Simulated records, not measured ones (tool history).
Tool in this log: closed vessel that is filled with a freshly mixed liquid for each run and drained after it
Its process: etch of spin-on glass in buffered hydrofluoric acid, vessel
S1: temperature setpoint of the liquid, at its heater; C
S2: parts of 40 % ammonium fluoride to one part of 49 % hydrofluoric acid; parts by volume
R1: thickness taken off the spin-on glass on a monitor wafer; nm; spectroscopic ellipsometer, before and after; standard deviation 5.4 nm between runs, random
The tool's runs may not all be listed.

Run 1, hour 0.0: S1 22 C, S2 10.5 parts by volume, time in the liquid (s) 90. Result: R1 377.25 nm.
Run 2, hour 1.0: S1 24 C, S2 10.5 parts by volume, time in the liquid (s) 90. Result: R1 417.69 nm.
Run 3, hour 7.2: S1 24 C, S2 10.5 parts by volume, time in the liquid (s) 100. Result: R1 475.82 nm.
Run 4, hour 12.0: S1 25 C, S2 10.5 parts by volume, time in the liquid (s) 100. Result: R1 485.79 nm.
Run 5, hour 19.2: S1 25 C, S2 9.5 parts by volume, time in the liquid (s) 100. Result: R1 535.86 nm.
Run 6, hour 27.3: S1 25 C, S2 12.0 parts by volume, time in the liquid (s) 100. Result: R1 429.88 nm.
Run 7, hour 34.9: S1 26 C, S2 11.5 parts by volume, time in the liquid (s) 100. Result: R1 474.41 nm.

Run 8 comes next. What will it give?
Run 8, hour 42.9: S1 27 C, S2 11.0 parts by volume, time in the liquid (s) 100. Result: R1 ?.

R1: 518.76 nm

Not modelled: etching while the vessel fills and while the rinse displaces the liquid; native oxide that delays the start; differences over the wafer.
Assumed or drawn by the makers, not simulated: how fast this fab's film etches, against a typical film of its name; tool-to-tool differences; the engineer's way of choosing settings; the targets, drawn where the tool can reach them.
